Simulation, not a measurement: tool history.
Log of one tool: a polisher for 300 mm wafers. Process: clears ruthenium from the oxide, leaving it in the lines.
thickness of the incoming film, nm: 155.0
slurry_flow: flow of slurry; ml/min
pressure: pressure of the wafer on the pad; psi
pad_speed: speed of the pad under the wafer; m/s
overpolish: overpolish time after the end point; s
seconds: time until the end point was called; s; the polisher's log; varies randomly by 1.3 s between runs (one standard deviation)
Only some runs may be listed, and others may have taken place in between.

run 1 hour=0 | slurry_flow=130 pressure=1.9 pad_speed=0.96 overpolish=24 | seconds=166.64
run 2 hour=4.4 | slurry_flow=130 pressure=2 pad_speed=0.96 overpolish=24 | seconds=157.53
run 3 hour=12.4 | slurry_flow=130 pressure=1.6 pad_speed=0.96 overpolish=24 | seconds=190.26
run 4 hour=16.9 | slurry_flow=130 pressure=1.6 pad_speed=1.1 overpolish=24 | seconds=163.52
run 5 hour=23.3 | slurry_flow=130 pressure=1.6 pad_speed=1.1 overpolish=26 | seconds=166.99
run 6 hour=26.7 | slurry_flow=130 pressure=1.6 pad_speed=0.86 overpolish=26 | seconds=213.94

The next listed run, before its measurement:
run 7 hour=34 | slurry_flow=130 pressure=1.7 pad_speed=0.86 overpolish=26 | seconds=?

{"run 7": {"seconds": 203.31}}
